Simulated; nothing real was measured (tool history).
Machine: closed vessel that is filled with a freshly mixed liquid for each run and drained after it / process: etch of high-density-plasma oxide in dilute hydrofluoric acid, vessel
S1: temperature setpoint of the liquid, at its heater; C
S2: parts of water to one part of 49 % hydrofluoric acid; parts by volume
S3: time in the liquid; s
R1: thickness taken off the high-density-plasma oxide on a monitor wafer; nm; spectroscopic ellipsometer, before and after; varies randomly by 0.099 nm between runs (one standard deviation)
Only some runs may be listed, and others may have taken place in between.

run  hour    S1   S2   S3      R1
  1     0    23  205  325  10.463
  2   4.2    23  175  325  12.809
  3    11    23  175  245  9.6517
  4  16.5    23  175  245  9.5959
  5  25.5    23  210  245  7.6782
  6  27.5  25.5  190  245  9.4607
  7  34.3    27  165  245  11.889
  8  38.7    28  155  245   13.24
  9  43.1    29  150  245  14.481

Run 10 comes next. What will it give?
 10  50.1  29.5  150  245   ?

R1: 14.691 nm

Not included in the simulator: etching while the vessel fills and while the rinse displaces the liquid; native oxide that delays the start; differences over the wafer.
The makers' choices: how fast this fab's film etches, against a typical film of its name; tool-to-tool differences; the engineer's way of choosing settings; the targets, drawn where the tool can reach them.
